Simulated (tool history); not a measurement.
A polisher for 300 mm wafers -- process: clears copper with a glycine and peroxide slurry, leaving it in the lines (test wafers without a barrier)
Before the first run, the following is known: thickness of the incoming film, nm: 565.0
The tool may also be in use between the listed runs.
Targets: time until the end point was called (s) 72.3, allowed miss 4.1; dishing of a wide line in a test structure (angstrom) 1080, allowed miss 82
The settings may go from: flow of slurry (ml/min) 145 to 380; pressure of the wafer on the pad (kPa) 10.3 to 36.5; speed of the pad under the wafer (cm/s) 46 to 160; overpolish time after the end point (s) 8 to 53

| run | day | flow of slurry (ml/min) | pressure of the wafer on the pad (kPa) | speed of the pad under the wafer (cm/s) | overpolish time after the end point (s) | time until the end point was called (s) | dishing of a wide line in a test structure (angstrom) |
|---|---|---|---|---|---|---|---|
| 1 | 0 | 245 | 23.4 | 102 | 27 | 97.691 | 788.81 |
| 2 | 0.283 | 245 | 24.8 | 102 | 28 | 94.888 | 865.14 |
| 3 | 0.617 | 245 | 24.8 | 88 | 28 | 109.42 | 809.9 |
| 4 | 0.792 | 245 | 26.9 | 90 | 27 | 101.87 | 813.93 |
| 5 | 1.004 | 245 | 26.9 | 102 | 27 | 89.881 | 896.82 |
| 6 | 1.117 | 245 | 29.6 | 102 | 27 | 83.182 | 937.94 |
| 7 | 1.383 | 245 | 30.3 | 102 | 27 | 82.02 | 974.04 |
| 8 | 1.579 | 245 | 31 | 102 | 27 | 80.639 | 976.36 |
| 9 | 1.725 | 245 | 31.7 | 102 | 27 | 75.635 | 965.56 |
| 10 | 1.979 | 245 | 31.7 | 102 | 28 | 77.427 | 1039 |

Pick the move, out of 4, that brings all results within their allowed miss; only one does.
| A | 2.233 | 240 | 24.8 | 118 | 25 | ? | ? |
| B | 2.233 | 255 | 28.3 | 96 | 35 | ? | ? |
| C | 2.233 | 295 | 34.5 | 96 | 31 | ? | ? |
| D | 2.233 | 240 | 31.7 | 94 | 36 | ? | ? |

| move | time until the end point was called (s) | dishing of a wide line in a test structure (angstrom) |
|---|---|---|
| A | 85.019 | 860.76 |
| B | 89.785 | 1031.6 |
| C | 73.468 | 1100.6 |
| D | 83.705 | 1100.8 |
A: lands further from the targets than the last run did
B: lands further from the targets than the last run did
C: every result within its allowed miss
D: lands further from the targets than the last run did
Go with C: it meets all targets.
